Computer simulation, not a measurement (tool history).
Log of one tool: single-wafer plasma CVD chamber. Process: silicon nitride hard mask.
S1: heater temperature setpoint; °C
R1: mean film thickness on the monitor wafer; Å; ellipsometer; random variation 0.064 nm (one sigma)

Run 1, hour 0: S1 415 °C, chamber pressure (mTorr) 1670, RF power (kW) 0.24, deposition time (s) 23.6. Result: R1 237.05 Å.
Run 2, hour 1.5: S1 410 °C, chamber pressure (mTorr) 1670, RF power (kW) 0.24, deposition time (s) 23.6. Result: R1 237.9 Å.
Run 3, hour 6.8: S1 401 °C, chamber pressure (mTorr) 1670, RF power (kW) 0.24, deposition time (s) 23.6. Result: R1 239.13 Å.
Run 4, hour 8.7: S1 401 °C, chamber pressure (mTorr) 1890, RF power (kW) 0.24, deposition time (s) 23.6. Result: R1 248.96 Å.
Run 5, hour 15.5: S1 401 °C, chamber pressure (mTorr) 1820, RF power (kW) 0.23, deposition time (s) 23.4. Result: R1 235.14 Å.
Run 6, hour 21.7: S1 401 °C, chamber pressure (mTorr) 1760, RF power (kW) 0.22, deposition time (s) 23.3. Result: R1 227.21 Å.
Run 7, hour 27.8: S1 401 °C, chamber pressure (mTorr) 1710, RF power (kW) 0.21, deposition time (s) 23.2. Result: R1 214.83 Å.
Run 8, hour 32: S1 401 °C, chamber pressure (mTorr) 1650, RF power (kW) 0.205, deposition time (s) 23.1. Result: R1 208.12 Å.
Run 9, hour 36.9: S1 401 °C, chamber pressure (mTorr) 1600, RF power (kW) 0.2, deposition time (s) 23.1. Result: R1 202.97 Å.
Run 10, hour 40.9: S1 401 °C, chamber pressure (mTorr) 1550, RF power (kW) 0.195, deposition time (s) 23.1. Result: R1 198.07 Å.

Forecast run 11:
Run 11, hour 45.9: S1 401 °C, chamber pressure (mTorr) 1220, RF power (kW) 0.175, deposition time (s) 22.8. Result: R1 ?.

Run 11 gave R1 163.2 Å.
